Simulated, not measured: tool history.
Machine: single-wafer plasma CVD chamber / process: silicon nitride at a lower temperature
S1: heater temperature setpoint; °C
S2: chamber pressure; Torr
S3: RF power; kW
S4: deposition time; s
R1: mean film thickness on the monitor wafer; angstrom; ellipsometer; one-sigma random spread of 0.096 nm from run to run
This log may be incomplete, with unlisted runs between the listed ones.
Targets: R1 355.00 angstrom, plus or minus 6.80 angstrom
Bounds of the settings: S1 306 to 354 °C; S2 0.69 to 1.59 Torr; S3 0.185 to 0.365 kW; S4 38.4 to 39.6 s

run 1 day=0.000 | S1=330 S2=1.14 S3=0.275 S4=38.4 | R1=395.83
run 2 day=0.067 | S1=320 S2=1.14 S3=0.275 S4=38.4 | R1=397.56
run 3 day=0.217 | S1=320 S2=1.10 S3=0.275 S4=38.4 | R1=393.24
run 4 day=0.300 | S1=320 S2=0.90 S3=0.275 S4=38.4 | R1=376.95
run 5 day=0.396 | S1=314 S2=0.90 S3=0.275 S4=38.4 | R1=379.07
run 6 day=0.550 | S1=314 S2=0.88 S3=0.275 S4=38.4 | R1=374.97
run 7 day=0.746 | S1=314 S2=0.86 S3=0.275 S4=38.4 | R1=373.69
run 8 day=1.021 | S1=314 S2=0.84 S3=0.275 S4=38.4 | R1=371.26
run 9 day=1.150 | S1=314 S2=0.82 S3=0.275 S4=38.4 | R1=371.34
run 10 day=1.221 | S1=314 S2=0.81 S3=0.275 S4=38.4 | R1=368.81
run 11 day=1.317 | S1=314 S2=0.80 S3=0.275 S4=38.4 | R1=367.13
run 12 day=1.525 | S1=314 S2=0.79 S3=0.275 S4=38.4 | R1=365.13
run 13 day=1.892 | S1=314 S2=0.78 S3=0.275 S4=38.4 | R1=365.40
run 14 day=1.996 | S1=314 S2=0.77 S3=0.275 S4=38.4 | R1=362.44
run 15 day=2.196 | S1=314 S2=0.76 S3=0.275 S4=38.4 | R1=362.61

5 candidate next runs follow, results not yet known. Just one meets every target within its allowed miss. Identify it.
run A day=2.396 | S1=306 S2=0.81 S3=0.280 S4=38.9 | R1=?
run B day=2.396 | S1=310 S2=0.79 S3=0.275 S4=38.4 | R1=?
run C day=2.396 | S1=306 S2=0.97 S3=0.260 S4=38.4 | R1=?
run D day=2.396 | S1=315 S2=0.70 S3=0.280 S4=39.1 | R1=?
run E day=2.396 | S1=333 S2=0.71 S3=0.260 S4=39.6 | R1=?

move=A R1=377.23
move=B R1=365.51
move=C R1=370.11
move=D R1=365.39
move=E R1=351.66
A: misses by more than the last run did
B: misses by more than the last run did
C: misses by more than the last run did
D: misses by more than the last run did
E: every result lands within tolerance
The move that meets every target is E.
